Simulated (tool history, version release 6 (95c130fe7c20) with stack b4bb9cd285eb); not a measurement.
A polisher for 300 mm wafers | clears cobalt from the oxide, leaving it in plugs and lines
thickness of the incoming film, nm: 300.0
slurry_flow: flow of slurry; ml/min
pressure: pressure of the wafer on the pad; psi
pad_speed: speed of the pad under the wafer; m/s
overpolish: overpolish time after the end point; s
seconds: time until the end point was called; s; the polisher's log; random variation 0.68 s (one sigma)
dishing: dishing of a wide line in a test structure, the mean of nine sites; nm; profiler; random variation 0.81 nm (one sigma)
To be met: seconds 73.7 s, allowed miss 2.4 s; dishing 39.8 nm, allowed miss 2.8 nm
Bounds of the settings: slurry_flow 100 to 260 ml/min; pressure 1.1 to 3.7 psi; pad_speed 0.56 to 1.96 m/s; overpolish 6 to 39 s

Run 1, day 0: slurry_flow 165 ml/min, pressure 2.4 psi, pad_speed 1.26 m/s, overpolish 20 s. Result: seconds 46.819 s, dishing 45.321 nm.
Run 2, day 0.171: slurry_flow 165 ml/min, pressure 2.4 psi, pad_speed 1.04 m/s, overpolish 20 s. Result: seconds 54.476 s, dishing 44.647 nm.
Run 3, day 0.275: slurry_flow 160 ml/min, pressure 2.2 psi, pad_speed 1.04 m/s, overpolish 19 s. Result: seconds 60.907 s, dishing 41.109 nm.
Run 4, day 0.433: slurry_flow 155 ml/min, pressure 2.1 psi, pad_speed 1.04 m/s, overpolish 20 s. Result: seconds 63.68 s, dishing 41.816 nm.
Run 5, day 0.512: slurry_flow 150 ml/min, pressure 2 psi, pad_speed 1.04 m/s, overpolish 20 s. Result: seconds 66.499 s, dishing 40.628 nm.
Run 6, day 0.571: slurry_flow 150 ml/min, pressure 2.4 psi, pad_speed 1.04 m/s, overpolish 20 s. Result: seconds 56.026 s, dishing 42.759 nm.
Run 7, day 0.892: slurry_flow 145 ml/min, pressure 2.2 psi, pad_speed 1.04 m/s, overpolish 21 s. Result: seconds 61.542 s, dishing 42.921 nm.
Run 8, day 1.058: slurry_flow 140 ml/min, pressure 2.1 psi, pad_speed 1.04 m/s, overpolish 21 s. Result: seconds 64.744 s, dishing 41.161 nm.
Run 9, day 1.15: slurry_flow 135 ml/min, pressure 2 psi, pad_speed 1.04 m/s, overpolish 22 s. Result: seconds 67.174 s, dishing 41.101 nm.

Which of these 4 next moves meets every target?
Run A, day 1.242: slurry_flow 165 ml/min, pressure 2.2 psi, pad_speed 0.78 m/s, overpolish 23 s. Result: seconds ?, dishing ?.
Run B, day 1.242: slurry_flow 130 ml/min, pressure 2 psi, pad_speed 1.08 m/s, overpolish 20 s. Result: seconds ?, dishing ?.
Run C, day 1.242: slurry_flow 210 ml/min, pressure 2.4 psi, pad_speed 0.76 m/s, overpolish 21 s. Result: seconds ?, dishing ?.
Run D, day 1.242: slurry_flow 120 ml/min, pressure 1.9 psi, pad_speed 0.92 m/s, overpolish 23 s. Result: seconds ?, dishing ?.

move  seconds  dishing
   A   81.545   39.595
   B   67.246    40.34
   C   74.904   39.474
   D   83.231   39.259
A: takes the result that was furthest off past its target
B: as far off as the last run
C: meets every target
D: takes the result that was furthest off past its target
Move C is the one to make.
